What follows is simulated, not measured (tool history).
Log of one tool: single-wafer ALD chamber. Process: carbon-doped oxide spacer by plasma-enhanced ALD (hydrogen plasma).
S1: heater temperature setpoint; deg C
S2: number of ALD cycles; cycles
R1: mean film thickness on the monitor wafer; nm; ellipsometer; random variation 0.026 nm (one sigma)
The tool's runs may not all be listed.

run  hour   S1   S2      R1
  1     0  425  317  14.655
  2   7.4  429  298  13.599
  3   8.6  432  286  12.972
  4  11.9  435  278  12.514
  5  20.7  430  278  12.719
  6  29.6  433  272  12.336

Forecast run 7:
  7  34.7  435  269   ?

{"run 7": {"R1": 12.077}}
